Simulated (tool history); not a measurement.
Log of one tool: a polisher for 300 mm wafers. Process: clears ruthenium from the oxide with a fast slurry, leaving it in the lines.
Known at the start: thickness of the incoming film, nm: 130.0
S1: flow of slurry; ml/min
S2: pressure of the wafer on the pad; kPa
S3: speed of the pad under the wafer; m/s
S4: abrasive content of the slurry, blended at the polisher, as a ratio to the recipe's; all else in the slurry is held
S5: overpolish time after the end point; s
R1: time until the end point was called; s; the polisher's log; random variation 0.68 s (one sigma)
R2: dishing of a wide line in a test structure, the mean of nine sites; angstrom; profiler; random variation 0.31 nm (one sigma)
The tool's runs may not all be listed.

run,day,S1,S2,S3,S4,S5,R1,R2
1,0.000,250,13.1,0.94,1.0,9,38.788,222.02
2,0.125,250,13.1,0.94,1.0,7,38.600,177.39
3,0.233,305,13.1,0.94,1.0,7,37.900,180.24
4,0.283,305,13.1,0.94,1.0,6,37.657,153.39
5,0.538,305,15.9,0.94,1.0,6,31.790,184.90
6,0.817,305,14.5,0.90,1.0,7,36.272,180.38
7,0.854,305,13.8,0.88,1.0,8,39.037,199.13

The next listed run, before its measurement:
8,1.217,305,13.1,0.86,1.0,8,?,?

R1: 41.705 s
R2: 189.17 angstrom
